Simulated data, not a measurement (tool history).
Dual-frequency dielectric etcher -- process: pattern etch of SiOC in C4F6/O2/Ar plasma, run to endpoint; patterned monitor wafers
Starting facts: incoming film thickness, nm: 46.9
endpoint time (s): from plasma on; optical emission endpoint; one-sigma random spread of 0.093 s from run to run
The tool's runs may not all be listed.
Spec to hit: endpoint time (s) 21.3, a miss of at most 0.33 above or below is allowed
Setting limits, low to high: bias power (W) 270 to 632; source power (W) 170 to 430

run  hour  bias power (W)  source power (W)  endpoint time (s)
  1     0             451               300             17.916
  2   8.1             504               300             17.531
  3  15.6             569               300             16.769
  4  20.5             569               320             16.176
  5  22.9             632               320             15.689
  6  26.7             632               300             16.153
  7  31.3             591               290             16.802
  8  33.6             555               280             17.575
  9  34.8             523               280             17.716
 10    43             495               270              18.41
     50.5  -- source power generator calibrated
 11  50.5             470               270             19.174
 12  55.7             380               260             20.885

Exercise: of the 5 proposed moves below, exactly one satisfies all targets within the stated allowed misses. Which move is it?
  A  60.9             338               270                  ?
  B  60.9             361               280                  ?
  C  60.9             377               280                  ?
  D  60.9             450               250                  ?
  E  60.9             294               320                  ?

move  endpoint time (s)
   A             21.311
   B             20.538
   C             20.282
   D             20.356
   E             20.365
A: every result within its allowed miss
B: its largest miss is bigger than the last run's
C: its largest miss is bigger than the last run's
D: its largest miss is bigger than the last run's
E: its largest miss is bigger than the last run's
The right move is A.

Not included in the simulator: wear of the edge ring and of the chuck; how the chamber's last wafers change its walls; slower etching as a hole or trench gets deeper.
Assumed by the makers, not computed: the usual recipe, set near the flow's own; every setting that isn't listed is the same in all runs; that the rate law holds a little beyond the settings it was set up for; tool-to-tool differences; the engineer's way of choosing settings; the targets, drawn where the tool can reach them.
